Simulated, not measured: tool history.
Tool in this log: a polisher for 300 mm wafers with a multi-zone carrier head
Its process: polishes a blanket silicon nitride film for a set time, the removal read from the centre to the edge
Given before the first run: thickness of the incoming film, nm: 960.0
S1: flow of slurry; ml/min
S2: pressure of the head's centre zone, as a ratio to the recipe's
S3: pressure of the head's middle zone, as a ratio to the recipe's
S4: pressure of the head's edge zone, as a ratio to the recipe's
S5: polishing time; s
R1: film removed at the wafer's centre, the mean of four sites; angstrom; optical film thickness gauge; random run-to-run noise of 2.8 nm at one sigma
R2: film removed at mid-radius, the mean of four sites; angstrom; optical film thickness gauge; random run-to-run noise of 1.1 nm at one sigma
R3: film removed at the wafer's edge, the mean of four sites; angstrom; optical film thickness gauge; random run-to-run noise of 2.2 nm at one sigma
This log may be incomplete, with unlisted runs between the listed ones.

Run 1, hour 0: S1 285 ml/min, S2 1, S3 1, S4 1, S5 67 s. Result: R1 1399.4 angstrom, R2 1382.4 angstrom, R3 1391.2 angstrom.
Run 2, hour 1.1: S1 255 ml/min, S2 1, S3 1, S4 1, S5 67 s. Result: R1 1440.5 angstrom, R2 1372.5 angstrom, R3 1388 angstrom.
Run 3, hour 4.2: S1 210 ml/min, S2 1, S3 1, S4 1, S5 67 s. Result: R1 1378.6 angstrom, R2 1328.1 angstrom, R3 1380.5 angstrom.
Run 4, hour 7.2: S1 210 ml/min, S2 1, S3 1, S4 0.94, S5 67 s. Result: R1 1392 angstrom, R2 1335 angstrom, R3 1311.9 angstrom.
Run 5, hour 15.7: S1 210 ml/min, S2 1, S3 1, S4 0.94, S5 57 s. Result: R1 1154.5 angstrom, R2 1152 angstrom, R3 1147.4 angstrom.
Run 6, hour 17.3: S1 210 ml/min, S2 1, S3 1, S4 0.86, S5 57 s. Result: R1 1204.4 angstrom, R2 1133.7 angstrom, R3 1078.5 angstrom.
Run 7, hour 22.1: S1 220 ml/min, S2 1.04, S3 1.02, S4 0.94, S5 64 s. Result: R1 1344.8 angstrom, R2 1317.8 angstrom, R3 1280 angstrom.
Run 8, hour 26.4: S1 235 ml/min, S2 1.08, S3 1.02, S4 0.97, S5 69 s. Result: R1 1550.3 angstrom, R2 1415.5 angstrom, R3 1392.1 angstrom.

The next listed run, before its measurement:
Run 9, hour 29.1: S1 240 ml/min, S2 1.1, S3 1.04, S4 1.02, S5 72 s. Result: R1 ?, R2 ?, R3 ?.

R1: 1658.4 angstrom
R2: 1505.8 angstrom
R3: 1488.8 angstrom
